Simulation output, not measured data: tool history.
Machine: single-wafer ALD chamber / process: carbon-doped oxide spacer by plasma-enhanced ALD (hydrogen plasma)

| run | hour | heater temperature setpoint (°C) | number of ALD cycles (cycles) | mean film thickness on the monitor wafer (Å) |
|---|---|---|---|---|
| 1 | 0 | 415 | 553 | 296.46 |
| 2 | 4.3 | 415 | 585 | 316.01 |
| 3 | 12.3 | 424 | 585 | 301.24 |
| 4 | 14.1 | 424 | 635 | 329.58 |
| 5 | 16.7 | 424 | 686 | 356.65 |
| 6 | 21.9 | 427 | 650 | 338.48 |
| 7 | 24.2 | 428 | 617 | 316.91 |
| 8 | 31.3 | 430 | 596 | 304.12 |
| 9 | 36.7 | 431 | 581 | 293.21 |
| 10 | 44.7 | 432 | 573 | 290.82 |
| 11 | 46.8 | 433 | 565 | 285.62 |

Estimate the outcome of run 12 from the log above:
| 12 | 50 | 434 | 559 | ? |

Logged for run 12: mean film thickness on the monitor wafer (Å) 281.73.

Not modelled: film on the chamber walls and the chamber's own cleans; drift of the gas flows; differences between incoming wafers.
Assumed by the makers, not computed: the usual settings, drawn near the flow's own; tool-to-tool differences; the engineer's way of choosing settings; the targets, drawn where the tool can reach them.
